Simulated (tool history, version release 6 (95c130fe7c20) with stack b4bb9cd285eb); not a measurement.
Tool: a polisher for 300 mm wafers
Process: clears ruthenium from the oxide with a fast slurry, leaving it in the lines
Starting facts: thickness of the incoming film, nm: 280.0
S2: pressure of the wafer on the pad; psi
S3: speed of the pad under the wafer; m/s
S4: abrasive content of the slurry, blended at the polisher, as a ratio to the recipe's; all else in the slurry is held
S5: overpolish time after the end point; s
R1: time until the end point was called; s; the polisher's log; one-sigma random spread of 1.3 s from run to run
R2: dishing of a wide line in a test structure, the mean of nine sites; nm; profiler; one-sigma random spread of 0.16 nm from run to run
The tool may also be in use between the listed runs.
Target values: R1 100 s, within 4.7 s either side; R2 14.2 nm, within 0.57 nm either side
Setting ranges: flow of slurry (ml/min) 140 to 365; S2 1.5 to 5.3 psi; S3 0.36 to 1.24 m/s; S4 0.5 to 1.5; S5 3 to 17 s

run 1 hour=0 | flow_of_slurry_(ml/min)=235 S2=3.4 S3=0.8 S4=1 S5=9 | R1=83.137 R2=20.731
run 2 hour=2.5 | flow_of_slurry_(ml/min)=235 S2=3.4 S3=0.88 S4=1 S5=9 | R1=75.698 R2=22.247
run 3 hour=6 | flow_of_slurry_(ml/min)=235 S2=3.4 S3=0.88 S4=1 S5=10 | R1=77.099 R2=24.144
run 4 hour=12.2 | flow_of_slurry_(ml/min)=235 S2=4 S3=0.88 S4=1 S5=10 | R1=68.21 R2=26.374
run 5 hour=15.3 | flow_of_slurry_(ml/min)=235 S2=4 S3=0.88 S4=1 S5=8 | R1=68.056 R2=21.979
run 6 hour=23.9 | flow_of_slurry_(ml/min)=235 S2=3.7 S3=0.88 S4=1 S5=8 | R1=70.554 R2=20.92
run 7 hour=31.6 | flow_of_slurry_(ml/min)=235 S2=3.4 S3=0.88 S4=1 S5=8 | R1=78.071 R2=19.775
run 8 hour=34.4 | flow_of_slurry_(ml/min)=235 S2=3.3 S3=0.88 S4=1 S5=8 | R1=78.315 R2=19.889
run 9 hour=36.4 | flow_of_slurry_(ml/min)=235 S2=3.1 S3=0.88 S4=1 S5=8 | R1=82.188 R2=18.525
run 10 hour=40.4 | flow_of_slurry_(ml/min)=235 S2=2.2 S3=0.88 S4=1 S5=7 | R1=105.87 R2=13.684

5 candidate next runs follow, results not yet known. Just one meets every target within its allowed miss. Identify it.
run A hour=44.4 | flow_of_slurry_(ml/min)=235 S2=1.9 S3=0.92 S4=0.95 S5=7 | R1=? R2=?
run B hour=44.4 | flow_of_slurry_(ml/min)=265 S2=2.3 S3=0.68 S4=1.45 S5=7 | R1=? R2=?
run C hour=44.4 | flow_of_slurry_(ml/min)=275 S2=2.2 S3=0.7 S4=1.35 S5=7 | R1=? R2=?
run D hour=44.4 | flow_of_slurry_(ml/min)=190 S2=2 S3=0.94 S4=0.95 S5=7 | R1=? R2=?
run E hour=44.4 | flow_of_slurry_(ml/min)=230 S2=1.9 S3=1.02 S4=1.1 S5=7 | R1=? R2=?

move=A R1=112.75 R2=12.705
move=B R1=110.73 R2=12.91
move=C R1=113.46 R2=12.634
move=D R1=110.2 R2=12.965
move=E R1=97.92 R2=14.38
A: misses by more than the last run did
B: misses by more than the last run did
C: misses by more than the last run did
D: misses by more than the last run did
E: all results land within tolerance of their targets
Answer: E
